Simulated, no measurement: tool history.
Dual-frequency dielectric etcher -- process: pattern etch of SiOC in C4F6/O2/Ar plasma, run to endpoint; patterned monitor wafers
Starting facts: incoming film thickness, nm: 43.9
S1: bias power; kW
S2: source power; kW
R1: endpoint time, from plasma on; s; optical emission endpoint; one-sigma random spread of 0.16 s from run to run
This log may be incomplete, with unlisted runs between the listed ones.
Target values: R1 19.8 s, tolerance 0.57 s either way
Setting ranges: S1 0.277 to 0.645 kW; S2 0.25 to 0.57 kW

run	hour	S1	S2	R1
1	0	0.461	0.41	15.797
2	4.4	0.496	0.41	15.146
3	9.8	0.474	0.4	15.849
4	15.5	0.474	0.34	17.414
5	23.8	0.462	0.34	17.706
6	24.4	0.462	0.4	16.199
7	31.3	0.446	0.4	16.366
8	40.2	0.43	0.4	16.791
9	47.6	0.417	0.4	17.231
10	56.2	0.407	0.4	17.211
11	58.7	0.396	0.4	17.29
12	62.7	0.304	0.32	23.173
13	64.3	0.315	0.32	22.763
14	67.7	0.325	0.32	22.426
15	73.7	0.334	0.32	22.08
16	81.5	0.342	0.32	21.94
17	84.8	0.349	0.32	21.191
18	93.6	0.354	0.32	21.549
19	97.5	0.36	0.32	20.896
20	98.6	0.364	0.32	21.16
21	99.8	0.369	0.32	20.73
22	107	0.372	0.32	20.711
23	109.3	0.375	0.32	20.415

Which of these 4 next moves meets every target?
A	111.6	0.416	0.32	?
B	111.6	0.34	0.32	?
C	111.6	0.387	0.37	?
D	111.6	0.386	0.31	?

move	R1
A	19.319
B	21.518
C	18.19
D	20.565
A: every result within its allowed miss
B: moves away from the targets compared with the last run
C: takes the biggest miss from the last run beyond its target
D: moves away from the targets compared with the last run
Correct choice: A, which meets every target
